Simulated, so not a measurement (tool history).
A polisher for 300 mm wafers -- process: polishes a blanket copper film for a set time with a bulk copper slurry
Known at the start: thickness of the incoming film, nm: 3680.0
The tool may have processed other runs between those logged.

run  hour  flow of slurry (ml/min)  pressure of the wafer on the pad (kPa)  speed of the pad under the wafer (m/s)  abrasive content of the slurry  polishing time (s)  film removed (angstrom)
  1     0                      165                                    17.9                                    0.98                               1                  38                   3254.5
  2   5.2                      160                                    14.5                                    0.96                               1                  38                   2585.8
  3   6.3                      155                                    12.4                                    0.96                               1                  38                   2196.8
  4     9                      145                                      11                                    0.96                               1                  38                   1945.7
  5  11.2                      135                                      11                                    0.96                               1                  38                   1890.5
  6  14.5                      135                                    13.1                                    0.96                               1                  38                   2261.3
  7    17                      135                                    11.7                                    0.96                               1                  38                   2028.2
  8  25.1                      130                                      11                                    0.96                               1                  38                   1875.9

Predict the results of run 9:
  9  34.2                      120                                      11                                    0.96                               1                  38                        ?

{"run 9": {"film removed (angstrom)": 1858.5}}
